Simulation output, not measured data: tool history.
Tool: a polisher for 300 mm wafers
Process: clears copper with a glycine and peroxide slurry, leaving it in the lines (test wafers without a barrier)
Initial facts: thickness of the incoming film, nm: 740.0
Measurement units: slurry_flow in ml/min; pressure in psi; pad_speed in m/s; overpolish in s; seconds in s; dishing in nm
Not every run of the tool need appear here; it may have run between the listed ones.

{"run": 1, "day": 0.0, "slurry_flow": 285, "pressure": 2.2, "pad_speed": 1.2, "overpolish": 8, "seconds": 169.05, "dishing": 24.19}
{"run": 2, "day": 0.362, "slurry_flow": 280, "pressure": 1.8, "pad_speed": 1.16, "overpolish": 8, "seconds": 210.01, "dishing": 19.99}
{"run": 3, "day": 0.65, "slurry_flow": 275, "pressure": 1.6, "pad_speed": 1.16, "overpolish": 8, "seconds": 226.11, "dishing": 18.336}
{"run": 4, "day": 0.912, "slurry_flow": 275, "pressure": 1.6, "pad_speed": 0.96, "overpolish": 8, "seconds": 260.6, "dishing": 16.018}
{"run": 5, "day": 0.954, "slurry_flow": 275, "pressure": 1.8, "pad_speed": 0.96, "overpolish": 8, "seconds": 237.97, "dishing": 18.039}
{"run": 6, "day": 1.229, "slurry_flow": 275, "pressure": 1.7, "pad_speed": 0.96, "overpolish": 8, "seconds": 252.34, "dishing": 16.786}
{"run": 7, "day": 1.592, "slurry_flow": 270, "pressure": 1.6, "pad_speed": 0.96, "overpolish": 8, "seconds": 257.9, "dishing": 16.261}
{"day": 1.833, "done": "worn pad replaced by a new one"}
{"run": 8, "day": 1.833, "slurry_flow": 270, "pressure": 1.5, "pad_speed": 0.96, "overpolish": 8, "seconds": 252.53, "dishing": 16.286}

Run 9 comes next. What will it give?
{"run": 9, "day": 1.938, "slurry_flow": 270, "pressure": 1.4, "pad_speed": 0.96, "overpolish": 8, "seconds": "?", "dishing": "?"}

Run 9 yielded seconds 262.53 s, dishing 15.76 nm.
